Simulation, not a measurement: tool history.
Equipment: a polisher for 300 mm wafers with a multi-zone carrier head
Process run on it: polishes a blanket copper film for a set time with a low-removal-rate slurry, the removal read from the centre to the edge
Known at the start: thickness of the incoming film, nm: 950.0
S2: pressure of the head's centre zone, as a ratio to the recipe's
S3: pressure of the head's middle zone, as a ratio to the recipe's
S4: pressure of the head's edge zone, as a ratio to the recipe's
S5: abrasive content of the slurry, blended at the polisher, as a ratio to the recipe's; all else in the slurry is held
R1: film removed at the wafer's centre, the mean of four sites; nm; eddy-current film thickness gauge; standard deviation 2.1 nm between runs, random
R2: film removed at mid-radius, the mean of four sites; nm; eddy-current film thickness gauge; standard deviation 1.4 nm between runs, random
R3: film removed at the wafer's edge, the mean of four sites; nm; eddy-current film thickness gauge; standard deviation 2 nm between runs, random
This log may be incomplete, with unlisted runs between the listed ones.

{"run": 1, "hour": 0.0, "flow of slurry (ml/min)": 270, "S2": 1, "S3": 1, "S4": 1, "S5": 1, "polishing time (s)": 31, "R1": 142.72, "R2": 127.78, "R3": 122.34}
{"run": 2, "hour": 2.7, "flow of slurry (ml/min)": 275, "S2": 1.01, "S3": 1.03, "S4": 1.04, "S5": 1.15, "polishing time (s)": 31, "R1": 148.18, "R2": 135.11, "R3": 130.23}
{"run": 3, "hour": 7.0, "flow of slurry (ml/min)": 285, "S2": 1.03, "S3": 1.07, "S4": 1.07, "S5": 1.25, "polishing time (s)": 31, "R1": 155.21, "R2": 142.8, "R3": 133.53}
{"run": 4, "hour": 10.1, "flow of slurry (ml/min)": 290, "S2": 1.03, "S3": 1.09, "S4": 1.1, "S5": 1.35, "polishing time (s)": 31, "R1": 157.28, "R2": 148.76, "R3": 136.36}
{"run": 5, "hour": 12.1, "flow of slurry (ml/min)": 290, "S2": 1.03, "S3": 1.09, "S4": 1.1, "S5": 1.35, "polishing time (s)": 37, "R1": 187.51, "R2": 174.49, "R3": 161.09}
{"run": 6, "hour": 13.3, "flow of slurry (ml/min)": 290, "S2": 1.03, "S3": 1.09, "S4": 1.1, "S5": 1.45, "polishing time (s)": 37, "R1": 190.86, "R2": 177.53, "R3": 165.69}
{"hour": 17.5, "done": "centre zone pressure recalibrated"}
{"run": 7, "hour": 17.5, "flow of slurry (ml/min)": 285, "S2": 1.01, "S3": 1.08, "S4": 1.09, "S5": 1.35, "polishing time (s)": 37, "R1": 165.43, "R2": 176.19, "R3": 162.79}
{"run": 8, "hour": 21.5, "flow of slurry (ml/min)": 285, "S2": 1.01, "S3": 1.07, "S4": 1.08, "S5": 1.3, "polishing time (s)": 37, "R1": 163.74, "R2": 173.01, "R3": 162.98}
{"run": 9, "hour": 23.7, "flow of slurry (ml/min)": 280, "S2": 1.02, "S3": 1.07, "S4": 1.06, "S5": 1.25, "polishing time (s)": 37, "R1": 163.2, "R2": 171.17, "R3": 156.5}

Expected results for the next run?
{"run": 10, "hour": 25.7, "flow of slurry (ml/min)": 280, "S2": 1.03, "S3": 1.06, "S4": 1.05, "S5": 1.25, "polishing time (s)": 37, "R1": "?", "R2": "?", "R3": "?"}

R1: 166.27 nm
R2: 167.27 nm
R3: 161.17 nm

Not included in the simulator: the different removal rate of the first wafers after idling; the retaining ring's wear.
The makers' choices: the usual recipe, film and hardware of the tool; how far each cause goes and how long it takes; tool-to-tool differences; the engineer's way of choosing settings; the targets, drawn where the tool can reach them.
